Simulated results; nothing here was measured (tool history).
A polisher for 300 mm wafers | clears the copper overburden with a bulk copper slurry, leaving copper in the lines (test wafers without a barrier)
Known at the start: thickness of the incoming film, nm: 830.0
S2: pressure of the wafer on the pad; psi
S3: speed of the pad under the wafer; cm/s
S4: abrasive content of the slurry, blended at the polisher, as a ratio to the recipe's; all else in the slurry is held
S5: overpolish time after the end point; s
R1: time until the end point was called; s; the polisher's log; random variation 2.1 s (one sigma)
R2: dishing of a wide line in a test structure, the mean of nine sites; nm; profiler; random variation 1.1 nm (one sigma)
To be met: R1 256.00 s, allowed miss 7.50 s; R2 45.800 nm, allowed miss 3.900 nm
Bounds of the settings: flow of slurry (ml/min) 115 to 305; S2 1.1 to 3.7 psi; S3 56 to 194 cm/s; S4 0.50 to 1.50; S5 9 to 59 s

run 1 hour=0.0 | flow_of_slurry_(ml/min)=195 S2=2.4 S3=124 S4=1.00 S5=30 | R1=113.70 R2=100.410
run 2 hour=0.7 | flow_of_slurry_(ml/min)=195 S2=2.2 S3=120 S4=1.00 S5=27 | R1=125.16 R2=90.132
run 3 hour=1.2 | flow_of_slurry_(ml/min)=195 S2=2.2 S3=120 S4=1.10 S5=27 | R1=122.97 R2=90.870
run 4 hour=8.3 | flow_of_slurry_(ml/min)=195 S2=2.2 S3=96 S4=1.10 S5=27 | R1=151.23 R2=81.845
run 5 hour=12.5 | flow_of_slurry_(ml/min)=195 S2=1.9 S3=96 S4=1.10 S5=27 | R1=172.37 R2=76.189
run 6 hour=16.6 | flow_of_slurry_(ml/min)=195 S2=1.9 S3=96 S4=1.20 S5=27 | R1=167.66 R2=75.283
run 7 hour=23.8 | flow_of_slurry_(ml/min)=195 S2=1.8 S3=94 S4=1.20 S5=25 | R1=177.50 R2=69.153
run 8 hour=25.8 | flow_of_slurry_(ml/min)=195 S2=1.7 S3=92 S4=1.20 S5=24 | R1=192.29 R2=64.070
run 9 hour=27.8 | flow_of_slurry_(ml/min)=195 S2=1.6 S3=92 S4=1.20 S5=23 | R1=201.93 R2=60.394
run 10 hour=29.0 | flow_of_slurry_(ml/min)=195 S2=1.5 S3=92 S4=1.20 S5=22 | R1=213.41 R2=54.323
-- hour=31.0 head pressure recalibrated
run 11 hour=31.0 | flow_of_slurry_(ml/min)=185 S2=1.3 S3=92 S4=1.20 S5=22 | R1=222.11 R2=54.271
run 12 hour=39.0 | flow_of_slurry_(ml/min)=195 S2=1.2 S3=88 S4=1.20 S5=20 | R1=248.42 R2=44.399

4 next moves are on the table. One of them brings every result within its allowed miss. Which?
run A hour=47.0 | flow_of_slurry_(ml/min)=190 S2=1.3 S3=88 S4=1.20 S5=21 | R1=? R2=?
run B hour=47.0 | flow_of_slurry_(ml/min)=185 S2=1.2 S3=88 S4=1.05 S5=22 | R1=? R2=?
run C hour=47.0 | flow_of_slurry_(ml/min)=245 S2=1.1 S3=96 S4=1.05 S5=16 | R1=? R2=?
run D hour=47.0 | flow_of_slurry_(ml/min)=225 S2=1.1 S3=86 S4=1.30 S5=17 | R1=? R2=?

move=A R1=231.39 R2=47.097
move=B R1=254.81 R2=45.065
move=C R1=245.58 R2=35.936
move=D R1=260.58 R2=35.975
A: further off than the last run
B: meets every target
C: further off than the last run
D: brings the result that was furthest off to its target, and leaves another outside
The right move is B.
